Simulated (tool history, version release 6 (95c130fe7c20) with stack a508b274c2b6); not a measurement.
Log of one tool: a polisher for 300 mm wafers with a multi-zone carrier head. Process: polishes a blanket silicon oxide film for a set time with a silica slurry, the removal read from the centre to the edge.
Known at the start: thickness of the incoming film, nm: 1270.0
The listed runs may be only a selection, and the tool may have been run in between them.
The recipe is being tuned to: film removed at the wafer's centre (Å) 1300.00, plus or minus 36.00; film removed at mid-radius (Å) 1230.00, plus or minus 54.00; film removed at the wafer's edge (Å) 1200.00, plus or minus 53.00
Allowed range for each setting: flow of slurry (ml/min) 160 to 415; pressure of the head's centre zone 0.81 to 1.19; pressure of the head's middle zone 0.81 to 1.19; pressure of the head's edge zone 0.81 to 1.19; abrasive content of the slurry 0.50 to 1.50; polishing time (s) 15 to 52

run,hour,flow of slurry (ml/min),pressure of the head's centre zone,pressure of the head's middle zone,pressure of the head's edge zone,abrasive content of the slurry,polishing time (s),film removed at the wafer's centre (Å),film removed at mid-radius (Å),film removed at the wafer's edge (Å)
1,0.0,265,1.00,1.00,1.00,1.00,33,1134.70,1136.70,1139.40
2,8.7,265,1.00,1.00,1.00,1.00,29,1003.10,1007.80,975.93
3,17.0,265,1.00,1.00,1.05,1.00,29,1000.60,986.91,1011.10
4,18.3,265,0.96,1.00,1.05,1.00,29,963.97,1013.10,1002.70
5,18.8,270,0.98,1.02,1.06,1.05,29,1006.50,1020.70,1039.50
6,22.3,275,0.99,1.03,1.05,1.10,29,1045.10,1073.00,1068.40
7,25.5,280,1.01,1.04,1.05,1.10,29,1058.00,1087.00,1052.70
8,30.7,280,1.01,1.04,1.05,1.10,29,1060.90,1091.20,1072.40
9,38.9,280,1.01,1.04,1.05,1.10,29,1070.60,1072.00,1070.10
10,39.8,285,1.02,1.05,1.05,1.10,29,1088.60,1075.30,1061.00
11,44.9,290,1.03,1.06,1.05,1.15,29,1112.00,1119.50,1079.30
12,47.6,290,1.04,1.07,1.06,1.15,29,1116.50,1130.30,1058.40
13,49.5,295,1.04,1.07,1.06,1.20,29,1152.20,1166.20,1096.70

Next run, 5 choices. One meets every target within its allowed miss, the rest don't. Which?
A,51.4,270,1.10,1.08,1.11,1.25,31,?,?,?
B,51.4,275,0.92,1.06,1.19,1.15,31,?,?,?
C,51.4,260,1.04,0.97,1.19,1.00,35,?,?,?
D,51.4,305,0.94,1.07,1.12,1.15,29,?,?,?
E,51.4,275,1.01,1.09,1.04,1.15,33,?,?,?

move,film removed at the wafer's centre (Å),film removed at mid-radius (Å),film removed at the wafer's edge (Å)
A,1304.20,1254.60,1237.70
B,1056.20,1198.10,1243.60
C,1261.90,1174.40,1318.60
D,1022.50,1142.70,1137.10
E,1235.50,1305.80,1235.60
A: meets every target
B: its largest miss is bigger than the last run's
C: nearer the targets than the last run, but a result is still out of spec
D: its largest miss is bigger than the last run's
E: nearer the targets than the last run, but a result is still out of spec
So the answer is move A, the one that meets all the targets.
